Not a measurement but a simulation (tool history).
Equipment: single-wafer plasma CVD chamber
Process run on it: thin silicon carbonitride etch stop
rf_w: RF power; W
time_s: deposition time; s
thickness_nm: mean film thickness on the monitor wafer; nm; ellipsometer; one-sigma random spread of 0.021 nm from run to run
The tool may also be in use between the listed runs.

{"run": 1, "hour": 0.0, "rf_w": 160, "time_s": 8.91, "thickness_nm": 4.8276}
{"run": 2, "hour": 4.6, "rf_w": 170, "time_s": 8.91, "thickness_nm": 4.9696}
{"run": 3, "hour": 5.8, "rf_w": 170, "time_s": 10.09, "thickness_nm": 5.5901}
{"run": 4, "hour": 10.0, "rf_w": 155, "time_s": 9.7, "thickness_nm": 5.1977}
{"run": 5, "hour": 17.1, "rf_w": 145, "time_s": 9.43, "thickness_nm": 4.961}
{"run": 6, "hour": 20.8, "rf_w": 140, "time_s": 9.22, "thickness_nm": 4.7896}
{"run": 7, "hour": 24.0, "rf_w": 135, "time_s": 9.08, "thickness_nm": 4.6723}

For run 8, what comes out?
{"hour": 30.3, "done": "RF generator calibrated"}
{"run": 8, "hour": 30.3, "rf_w": 130, "time_s": 8.98, "thickness_nm": "?"}

Run 8 measured thickness_nm 4.6511 nm.

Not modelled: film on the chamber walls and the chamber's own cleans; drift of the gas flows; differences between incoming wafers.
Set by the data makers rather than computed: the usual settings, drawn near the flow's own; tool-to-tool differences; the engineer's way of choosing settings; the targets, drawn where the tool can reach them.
